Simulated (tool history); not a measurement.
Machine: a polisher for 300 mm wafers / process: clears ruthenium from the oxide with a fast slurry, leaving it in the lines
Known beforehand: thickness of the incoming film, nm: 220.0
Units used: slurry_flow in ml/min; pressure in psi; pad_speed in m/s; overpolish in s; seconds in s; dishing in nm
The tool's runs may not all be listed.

{"run": 1, "day": 0.0, "slurry_flow": 220, "pressure": 1.9, "pad_speed": 0.92, "slurry_solids": 1, "overpolish": 21, "seconds": 103.43, "dishing": 34.174}
{"run": 2, "day": 0.2, "slurry_flow": 220, "pressure": 1.9, "pad_speed": 0.84, "slurry_solids": 1, "overpolish": 21, "seconds": 110.54, "dishing": 34.086}
{"run": 3, "day": 0.321, "slurry_flow": 220, "pressure": 1.9, "pad_speed": 0.84, "slurry_solids": 1, "overpolish": 30, "seconds": 112.63, "dishing": 41.509}
{"run": 4, "day": 0.608, "slurry_flow": 220, "pressure": 1.9, "pad_speed": 0.84, "slurry_solids": 1.15, "overpolish": 30, "seconds": 106.37, "dishing": 43.654}
{"run": 5, "day": 0.658, "slurry_flow": 220, "pressure": 1.6, "pad_speed": 0.84, "slurry_solids": 1.15, "overpolish": 30, "seconds": 121.38, "dishing": 39.966}
{"run": 6, "day": 1.0, "slurry_flow": 220, "pressure": 1.4, "pad_speed": 0.82, "slurry_solids": 1.15, "overpolish": 30, "seconds": 140.51, "dishing": 36.71}

Run 7, settings as shown, results not yet in. Your forecast:
{"run": 7, "day": 1.112, "slurry_flow": 220, "pressure": 1.3, "pad_speed": 0.82, "slurry_solids": 1.15, "overpolish": 30, "seconds": "?", "dishing": "?"}

{"run 7": {"seconds": 149.41, "dishing": 33.652}}
